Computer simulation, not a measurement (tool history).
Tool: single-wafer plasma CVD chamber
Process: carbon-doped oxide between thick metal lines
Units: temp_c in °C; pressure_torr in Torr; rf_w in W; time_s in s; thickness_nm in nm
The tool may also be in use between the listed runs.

| run | hour | temp_c | pressure_torr | rf_w | time_s | thickness_nm |
|---|---|---|---|---|---|---|
| 1 | 0.0 | 355 | 6.50 | 380 | 198 | 856.11 |
| 2 | 8.0 | 365 | 6.50 | 380 | 198 | 840.96 |
| 3 | 10.3 | 365 | 6.50 | 325 | 198 | 716.45 |
| 4 | 13.7 | 358 | 7.20 | 360 | 198 | 817.27 |
| 5 | 19.4 | 352 | 7.82 | 380 | 198 | 871.06 |
| 6 | 26.6 | 348 | 8.04 | 400 | 198 | 931.09 |

Run 7 comes next. What will it give?
| 7 | 34.5 | 344 | 8.27 | 410 | 198 | ? |

Run 7 gave thickness_nm 959.94 nm.
